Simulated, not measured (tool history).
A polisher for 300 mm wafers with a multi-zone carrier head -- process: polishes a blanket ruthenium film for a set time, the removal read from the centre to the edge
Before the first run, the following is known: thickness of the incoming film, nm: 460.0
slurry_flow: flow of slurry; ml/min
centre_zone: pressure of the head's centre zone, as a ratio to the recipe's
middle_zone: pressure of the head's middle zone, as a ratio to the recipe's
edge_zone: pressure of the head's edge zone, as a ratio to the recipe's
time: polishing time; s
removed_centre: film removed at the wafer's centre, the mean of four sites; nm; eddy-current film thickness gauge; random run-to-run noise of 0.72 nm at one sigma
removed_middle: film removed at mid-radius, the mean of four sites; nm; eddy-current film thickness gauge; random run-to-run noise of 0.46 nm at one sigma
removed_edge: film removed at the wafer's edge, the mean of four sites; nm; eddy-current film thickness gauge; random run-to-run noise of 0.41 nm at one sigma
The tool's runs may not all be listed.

run,hour,slurry_flow,centre_zone,middle_zone,edge_zone,time,removed_centre,removed_middle,removed_edge
1,0,140,1,1,1,76,59.889,67.627,68.197
2,5.7,125,1,1,1,76,58.134,65.435,66.453
3,13.1,120,1.02,0.99,0.97,74,55.57,62.309,63.419
4,20.1,90,1.02,0.99,0.97,74,49.674,56.328,58.829
5,25.1,95,1.05,0.98,0.94,73,52.179,56.381,58.536
6,30.2,95,1.05,0.98,0.94,90,66.278,70.579,73.181
# hour 35.1: centre zone pressure recalibrated
7,35.1,95,1.05,0.98,0.94,90,73.247,68.829,71.798

What does the tool deliver on the next run?
8,37.9,95,1.07,0.98,0.92,86,?,?,?

removed_centre: 71.117 nm
removed_middle: 66.098 nm
removed_edge: 69.632 nm
